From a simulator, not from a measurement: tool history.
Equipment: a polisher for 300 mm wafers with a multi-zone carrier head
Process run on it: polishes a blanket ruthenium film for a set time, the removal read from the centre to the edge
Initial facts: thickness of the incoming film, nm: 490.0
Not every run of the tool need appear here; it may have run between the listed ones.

run,hour,flow of slurry (ml/min),pressure of the head's centre zone,pressure of the head's middle zone,pressure of the head's edge zone,polishing time (s),film removed at the wafer's centre (angstrom),film removed at mid-radius (angstrom),film removed at the wafer's edge (angstrom)
1,0,175,1,1,1,32,547.18,540.24,543.39
2,0.6,175,1,1.07,1,32,550.81,576.33,542.59
3,4.4,175,1,1.04,1,32,555.95,561.04,539.84
4,9.4,175,1,1.04,1.04,32,551,551.42,561.4
5,10.1,175,1,1.04,1.11,32,537.43,561.84,563.35
6,17.2,160,1,1.04,1.11,32,531.14,541.06,559.69
7,23.7,160,0.98,1.04,1.08,29,482.15,501.97,497.09

Run 8, settings as shown, results not yet in. Your forecast:
8,26.5,150,0.95,1.02,1.07,28,?,?,?

Logged for run 8: film removed at the wafer's centre (angstrom) 448.74, film removed at mid-radius (angstrom) 466.45, film removed at the wafer's edge (angstrom) 472.53.
